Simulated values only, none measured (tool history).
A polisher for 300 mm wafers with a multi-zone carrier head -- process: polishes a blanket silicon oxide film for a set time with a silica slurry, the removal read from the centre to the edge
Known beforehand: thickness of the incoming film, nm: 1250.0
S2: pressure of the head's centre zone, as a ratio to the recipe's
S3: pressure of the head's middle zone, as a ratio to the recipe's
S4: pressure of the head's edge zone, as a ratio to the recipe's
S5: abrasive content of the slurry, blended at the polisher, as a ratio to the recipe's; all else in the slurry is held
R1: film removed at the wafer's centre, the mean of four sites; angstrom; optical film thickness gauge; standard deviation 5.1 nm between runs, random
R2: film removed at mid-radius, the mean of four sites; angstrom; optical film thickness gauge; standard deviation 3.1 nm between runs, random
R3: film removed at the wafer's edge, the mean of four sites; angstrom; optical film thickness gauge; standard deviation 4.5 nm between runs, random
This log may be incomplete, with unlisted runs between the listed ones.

{"run": 1, "day": 0.0, "flow of slurry (ml/min)": 215, "S2": 1, "S3": 1, "S4": 1, "S5": 1, "polishing time (s)": 57, "R1": 2871, "R2": 2853, "R3": 2960}
{"run": 2, "day": 0.05, "flow of slurry (ml/min)": 220, "S2": 1.03, "S3": 1, "S4": 1.02, "S5": 1.05, "polishing time (s)": 57, "R1": 3062, "R2": 2882.2, "R3": 3011.9}
{"run": 3, "day": 0.154, "flow of slurry (ml/min)": 220, "S2": 1.03, "S3": 1, "S4": 1.07, "S5": 1.05, "polishing time (s)": 57, "R1": 3097.5, "R2": 2845.4, "R3": 3063.1}
{"run": 4, "day": 0.308, "flow of slurry (ml/min)": 220, "S2": 1.03, "S3": 1, "S4": 1.07, "S5": 1.05, "polishing time (s)": 43, "R1": 2285.4, "R2": 2216.2, "R3": 2294.1}
{"run": 5, "day": 0.633, "flow of slurry (ml/min)": 220, "S2": 1.04, "S3": 1, "S4": 1.08, "S5": 1.1, "polishing time (s)": 45, "R1": 2403, "R2": 2334.9, "R3": 2460.5}
{"run": 6, "day": 0.888, "flow of slurry (ml/min)": 225, "S2": 1.06, "S3": 1, "S4": 1.08, "S5": 1.15, "polishing time (s)": 47, "R1": 2630.5, "R2": 2501, "R3": 2649.1}
{"run": 7, "day": 0.912, "flow of slurry (ml/min)": 235, "S2": 1.08, "S3": 0.99, "S4": 1.07, "S5": 1.2, "polishing time (s)": 48, "R1": 2861.4, "R2": 2600.3, "R3": 2739.2}
{"run": 8, "day": 1.058, "flow of slurry (ml/min)": 235, "S2": 1.09, "S3": 0.99, "S4": 1.08, "S5": 1.25, "polishing time (s)": 49, "R1": 2916.7, "R2": 2673.8, "R3": 2801.8}

Estimate the outcome of run 9 from the log above:
{"run": 9, "day": 1.15, "flow of slurry (ml/min)": 235, "S2": 1.1, "S3": 0.98, "S4": 1.09, "S5": 1.3, "polishing time (s)": 51, "R1": "?", "R2": "?", "R3": "?"}

R1: 3196.4 angstrom
R2: 2812.7 angstrom
R3: 3061.6 angstrom

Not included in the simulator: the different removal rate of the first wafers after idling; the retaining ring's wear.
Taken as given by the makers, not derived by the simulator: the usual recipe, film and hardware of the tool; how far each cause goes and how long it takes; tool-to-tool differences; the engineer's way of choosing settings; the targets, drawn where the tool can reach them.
